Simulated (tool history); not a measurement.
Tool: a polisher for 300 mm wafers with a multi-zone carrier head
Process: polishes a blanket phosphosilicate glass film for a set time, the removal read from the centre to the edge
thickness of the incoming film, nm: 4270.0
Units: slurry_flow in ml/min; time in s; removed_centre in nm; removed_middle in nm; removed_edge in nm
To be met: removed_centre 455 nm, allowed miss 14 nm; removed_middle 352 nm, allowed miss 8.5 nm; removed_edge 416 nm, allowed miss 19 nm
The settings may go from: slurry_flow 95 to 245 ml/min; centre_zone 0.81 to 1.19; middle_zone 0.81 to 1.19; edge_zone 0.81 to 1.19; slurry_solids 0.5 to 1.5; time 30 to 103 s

{"run": 1, "hour": 0.0, "slurry_flow": 155, "centre_zone": 1, "middle_zone": 1, "edge_zone": 1, "slurry_solids": 1, "time": 66, "removed_centre": 445.21, "removed_middle": 428.56, "removed_edge": 451.52}
{"run": 2, "hour": 7.2, "slurry_flow": 155, "centre_zone": 1, "middle_zone": 1, "edge_zone": 1, "slurry_solids": 0.9, "time": 66, "removed_centre": 419.7, "removed_middle": 405.35, "removed_edge": 418.97}
{"run": 3, "hour": 11.5, "slurry_flow": 145, "centre_zone": 1.04, "middle_zone": 0.96, "edge_zone": 1.01, "slurry_solids": 0.9, "time": 66, "removed_centre": 422.67, "removed_middle": 394.5, "removed_edge": 413.57}
{"run": 4, "hour": 12.6, "slurry_flow": 145, "centre_zone": 1.04, "middle_zone": 1.04, "edge_zone": 1.01, "slurry_solids": 0.9, "time": 66, "removed_centre": 428.43, "removed_middle": 410.78, "removed_edge": 418.3}
{"run": 5, "hour": 14.4, "slurry_flow": 105, "centre_zone": 1.04, "middle_zone": 1.04, "edge_zone": 1.01, "slurry_solids": 0.9, "time": 66, "removed_centre": 386.56, "removed_middle": 375.75, "removed_edge": 403.93}
{"run": 6, "hour": 20.3, "slurry_flow": 105, "centre_zone": 1.04, "middle_zone": 1.04, "edge_zone": 1.01, "slurry_solids": 0.7, "time": 66, "removed_centre": 335.2, "removed_middle": 321.54, "removed_edge": 344.79}
{"run": 7, "hour": 24.7, "slurry_flow": 125, "centre_zone": 1.08, "middle_zone": 0.97, "edge_zone": 1.07, "slurry_solids": 0.7, "time": 66, "removed_centre": 364.8, "removed_middle": 322.74, "removed_edge": 349.05}
{"run": 8, "hour": 27.5, "slurry_flow": 130, "centre_zone": 1.13, "middle_zone": 0.87, "edge_zone": 1.17, "slurry_solids": 0.95, "time": 67, "removed_centre": 479.92, "removed_middle": 370.92, "removed_edge": 469.6}
{"run": 9, "hour": 34.3, "slurry_flow": 120, "centre_zone": 1.14, "middle_zone": 0.88, "edge_zone": 1.13, "slurry_solids": 0.95, "time": 67, "removed_centre": 470.09, "removed_middle": 371.84, "removed_edge": 449.86}
{"run": 10, "hour": 40.2, "slurry_flow": 115, "centre_zone": 1.15, "middle_zone": 0.87, "edge_zone": 1.11, "slurry_solids": 0.95, "time": 67, "removed_centre": 460.19, "removed_middle": 363.35, "removed_edge": 444.38}
{"run": 11, "hour": 45.5, "slurry_flow": 115, "centre_zone": 1.16, "middle_zone": 0.86, "edge_zone": 1.08, "slurry_solids": 0.95, "time": 67, "removed_centre": 468.59, "removed_middle": 363.36, "removed_edge": 436.87}
{"run": 12, "hour": 48.8, "slurry_flow": 110, "centre_zone": 1.17, "middle_zone": 0.86, "edge_zone": 1.07, "slurry_solids": 0.95, "time": 67, "removed_centre": 472.66, "removed_middle": 356.95, "removed_edge": 432.7}

Which of these 5 next moves meets every target?
{"run": "A", "hour": 52.1, "slurry_flow": 115, "centre_zone": 1.15, "middle_zone": 1.01, "edge_zone": 1.04, "slurry_solids": 0.95, "time": 61, "removed_centre": "?", "removed_middle": "?", "removed_edge": "?"}
{"run": "B", "hour": 52.1, "slurry_flow": 150, "centre_zone": 1.18, "middle_zone": 1, "edge_zone": 1.09, "slurry_solids": 0.8, "time": 65, "removed_centre": "?", "removed_middle": "?", "removed_edge": "?"}
{"run": "C", "hour": 52.1, "slurry_flow": 105, "centre_zone": 1.16, "middle_zone": 0.93, "edge_zone": 1.01, "slurry_solids": 0.95, "time": 67, "removed_centre": "?", "removed_middle": "?", "removed_edge": "?"}
{"run": "D", "hour": 52.1, "slurry_flow": 105, "centre_zone": 1.16, "middle_zone": 0.86, "edge_zone": 1, "slurry_solids": 1.15, "time": 60, "removed_centre": "?", "removed_middle": "?", "removed_edge": "?"}
{"run": "E", "hour": 52.1, "slurry_flow": 95, "centre_zone": 1.15, "middle_zone": 0.84, "edge_zone": 1.11, "slurry_solids": 1.1, "time": 65, "removed_centre": "?", "removed_middle": "?", "removed_edge": "?"}

move=A removed_centre=419.88 removed_middle=362.84 removed_edge=393.75
move=B removed_centre=444.44 removed_middle=368.45 removed_edge=404.05
move=C removed_centre=450.4 removed_middle=368.56 removed_edge=418.68
move=D removed_centre=446.37 removed_middle=348.85 removed_edge=413.37
move=E removed_centre=450.49 removed_middle=352.28 removed_edge=450.86
A: takes the result that was furthest off past its target
B: brings the result that was furthest off to its target, and leaves another outside
C: brings the result that was furthest off to its target, and leaves another outside
D: meets every target
E: brings the result that was furthest off to its target, and leaves another outside
Move D is the one to make.
